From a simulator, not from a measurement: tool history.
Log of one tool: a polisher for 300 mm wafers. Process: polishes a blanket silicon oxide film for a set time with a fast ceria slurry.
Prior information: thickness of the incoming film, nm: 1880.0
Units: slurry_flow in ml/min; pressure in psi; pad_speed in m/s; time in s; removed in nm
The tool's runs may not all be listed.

{"run": 1, "day": 0.0, "slurry_flow": 260, "pressure": 2.6, "pad_speed": 1.18, "time": 20, "removed": 297.32}
{"run": 2, "day": 0.271, "slurry_flow": 260, "pressure": 2.6, "pad_speed": 1.18, "time": 18, "removed": 269.29}
{"run": 3, "day": 0.488, "slurry_flow": 260, "pressure": 2.6, "pad_speed": 1.38, "time": 18, "removed": 307.27}
{"run": 4, "day": 0.712, "slurry_flow": 260, "pressure": 3.2, "pad_speed": 1.38, "time": 18, "removed": 376.64}
{"run": 5, "day": 0.979, "slurry_flow": 255, "pressure": 2.8, "pad_speed": 1.34, "time": 18, "removed": 320.45}
{"run": 6, "day": 1.112, "slurry_flow": 250, "pressure": 2.4, "pad_speed": 1.32, "time": 18, "removed": 273.13}
{"run": 7, "day": 1.225, "slurry_flow": 240, "pressure": 2.1, "pad_speed": 1.32, "time": 18, "removed": 240.58}
{"run": 8, "day": 1.45, "slurry_flow": 230, "pressure": 1.9, "pad_speed": 1.32, "time": 18, "removed": 216.92}
{"run": 9, "day": 1.796, "slurry_flow": 215, "pressure": 1.8, "pad_speed": 1.32, "time": 18, "removed": 204.87}
{"run": 10, "day": 1.975, "slurry_flow": 205, "pressure": 1.7, "pad_speed": 1.32, "time": 18, "removed": 192.56}
{"run": 11, "day": 2.179, "slurry_flow": 195, "pressure": 1.7, "pad_speed": 1.32, "time": 18, "removed": 193.67}
{"run": 12, "day": 2.429, "slurry_flow": 190, "pressure": 1.7, "pad_speed": 1.32, "time": 18, "removed": 190.57}
{"run": 13, "day": 2.521, "slurry_flow": 185, "pressure": 1.7, "pad_speed": 1.32, "time": 18, "removed": 193.36}
{"run": 14, "day": 2.633, "slurry_flow": 180, "pressure": 1.6, "pad_speed": 1.32, "time": 18, "removed": 179.45}
{"run": 15, "day": 2.808, "slurry_flow": 160, "pressure": 1.5, "pad_speed": 1.32, "time": 18, "removed": 168.18}
{"run": 16, "day": 2.975, "slurry_flow": 165, "pressure": 1.5, "pad_speed": 1.32, "time": 18, "removed": 169.37}
{"run": 17, "day": 3.088, "slurry_flow": 170, "pressure": 1.5, "pad_speed": 1.32, "time": 18, "removed": 168.65}
{"run": 18, "day": 3.425, "slurry_flow": 180, "pressure": 1.6, "pad_speed": 1.32, "time": 18, "removed": 180.15}

Expected results for the next run?
{"run": 19, "day": 3.538, "slurry_flow": 175, "pressure": 1.6, "pad_speed": 1.32, "time": 18, "removed": "?"}

removed: 180.11 nm

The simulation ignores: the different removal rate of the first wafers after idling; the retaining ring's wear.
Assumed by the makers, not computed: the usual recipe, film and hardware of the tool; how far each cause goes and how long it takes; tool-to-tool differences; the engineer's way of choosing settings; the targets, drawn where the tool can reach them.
